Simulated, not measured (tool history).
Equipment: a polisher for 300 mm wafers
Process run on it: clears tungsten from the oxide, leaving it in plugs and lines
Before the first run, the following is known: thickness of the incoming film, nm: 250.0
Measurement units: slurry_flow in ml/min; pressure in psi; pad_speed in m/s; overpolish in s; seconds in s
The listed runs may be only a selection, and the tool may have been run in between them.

run,hour,slurry_flow,pressure,pad_speed,slurry_solids,overpolish,seconds
1,0.0,175,4.7,1.30,1.00,10,32.196
2,6.1,175,3.9,1.24,1.00,10,41.010
3,9.6,150,3.9,1.24,1.00,10,41.815
4,18.3,150,4.9,1.24,1.00,10,32.853
5,24.6,150,4.9,1.24,1.15,10,31.803
6,27.6,150,4.0,1.22,1.15,10,39.628
7,32.2,150,3.4,1.20,1.15,10,46.517

Forecast run 8:
8,38.4,150,3.0,1.20,1.15,10,?

seconds: 53.294 s
